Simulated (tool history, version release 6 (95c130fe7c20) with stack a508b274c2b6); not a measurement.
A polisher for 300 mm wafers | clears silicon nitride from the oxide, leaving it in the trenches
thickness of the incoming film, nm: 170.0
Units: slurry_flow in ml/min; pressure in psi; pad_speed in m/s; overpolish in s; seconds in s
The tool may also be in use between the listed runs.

Run 1, hour 0: slurry_flow 220 ml/min, pressure 3 psi, pad_speed 1.14 m/s, overpolish 11 s. Result: seconds 164.39 s.
Run 2, hour 2.9: slurry_flow 220 ml/min, pressure 3.5 psi, pad_speed 1.14 m/s, overpolish 11 s. Result: seconds 147.22 s.
Run 3, hour 8.1: slurry_flow 220 ml/min, pressure 3.2 psi, pad_speed 1.12 m/s, overpolish 11 s. Result: seconds 159.04 s.
Run 4, hour 11.8: slurry_flow 250 ml/min, pressure 3.2 psi, pad_speed 1.12 m/s, overpolish 11 s. Result: seconds 155.38 s.
Run 5, hour 12.3: slurry_flow 250 ml/min, pressure 3.9 psi, pad_speed 1.12 m/s, overpolish 11 s. Result: seconds 131.38 s.
Run 6, hour 17.4: slurry_flow 250 ml/min, pressure 3.9 psi, pad_speed 1.12 m/s, overpolish 8 s. Result: seconds 133.18 s.
Run 7, hour 24.9: slurry_flow 245 ml/min, pressure 3.1 psi, pad_speed 1.08 m/s, overpolish 8 s. Result: seconds 165.29 s.
Run 8, hour 29.4: slurry_flow 240 ml/min, pressure 2.8 psi, pad_speed 1.06 m/s, overpolish 8 s. Result: seconds 186.48 s.
Run 9, hour 31.5: slurry_flow 240 ml/min, pressure 2.6 psi, pad_speed 1.06 m/s, overpolish 8 s. Result: seconds 195.13 s.
Run 10, hour 37.7: slurry_flow 240 ml/min, pressure 2.4 psi, pad_speed 1.06 m/s, overpolish 8 s. Result: seconds 206.34 s.
Run 11, hour 45.7: slurry_flow 240 ml/min, pressure 2.2 psi, pad_speed 1.06 m/s, overpolish 8 s. Result: seconds 220.03 s.
Run 12, hour 51.5: slurry_flow 240 ml/min, pressure 2.1 psi, pad_speed 1.06 m/s, overpolish 8 s. Result: seconds 226.15 s.
Run 13, hour 59.7: slurry_flow 240 ml/min, pressure 2 psi, pad_speed 1.06 m/s, overpolish 8 s. Result: seconds 229.68 s.
Run 14, hour 62.1: slurry_flow 240 ml/min, pressure 2 psi, pad_speed 1.06 m/s, overpolish 8 s. Result: seconds 233.47 s.
Run 15, hour 63.1: slurry_flow 240 ml/min, pressure 1.9 psi, pad_speed 1.06 m/s, overpolish 8 s. Result: seconds 242.11 s.

Run 16 comes next. What will it give?
Run 16, hour 71.4: slurry_flow 240 ml/min, pressure 1.8 psi, pad_speed 1.06 m/s, overpolish 8 s. Result: seconds ?.

seconds: 248.89 s

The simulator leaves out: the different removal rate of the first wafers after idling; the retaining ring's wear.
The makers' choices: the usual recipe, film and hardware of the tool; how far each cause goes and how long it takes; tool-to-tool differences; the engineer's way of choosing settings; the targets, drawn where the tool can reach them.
